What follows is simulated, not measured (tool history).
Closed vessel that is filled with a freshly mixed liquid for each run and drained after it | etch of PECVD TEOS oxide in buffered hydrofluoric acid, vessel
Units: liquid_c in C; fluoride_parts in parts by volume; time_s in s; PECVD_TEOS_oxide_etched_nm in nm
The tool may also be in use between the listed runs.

Run 1, day 0: liquid_c 23 C, fluoride_parts 16.5 parts by volume, time_s 100 s. Result: PECVD_TEOS_oxide_etched_nm 124.44 nm.
Run 2, day 0.267: liquid_c 23.5 C, fluoride_parts 16.5 parts by volume, time_s 100 s. Result: PECVD_TEOS_oxide_etched_nm 124.76 nm.
Run 3, day 0.567: liquid_c 20.5 C, fluoride_parts 16.5 parts by volume, time_s 100 s. Result: PECVD_TEOS_oxide_etched_nm 105.95 nm.
Run 4, day 0.858: liquid_c 23.5 C, fluoride_parts 16.5 parts by volume, time_s 100 s. Result: PECVD_TEOS_oxide_etched_nm 126.84 nm.
Run 5, day 1.158: liquid_c 23.5 C, fluoride_parts 16.5 parts by volume, time_s 100 s. Result: PECVD_TEOS_oxide_etched_nm 125.35 nm.
Run 6, day 1.4: liquid_c 24 C, fluoride_parts 16.5 parts by volume, time_s 100 s. Result: PECVD_TEOS_oxide_etched_nm 128.39 nm.
At day 1.65: thermometer replaced.
Run 7, day 1.65: liquid_c 24.5 C, fluoride_parts 16.5 parts by volume, time_s 100 s. Result: PECVD_TEOS_oxide_etched_nm 121.11 nm.

The next listed run, before its measurement:
Run 8, day 1.904: liquid_c 25 C, fluoride_parts 16 parts by volume, time_s 100 s. Result: PECVD_TEOS_oxide_etched_nm ?.

PECVD_TEOS_oxide_etched_nm: 126.55 nm

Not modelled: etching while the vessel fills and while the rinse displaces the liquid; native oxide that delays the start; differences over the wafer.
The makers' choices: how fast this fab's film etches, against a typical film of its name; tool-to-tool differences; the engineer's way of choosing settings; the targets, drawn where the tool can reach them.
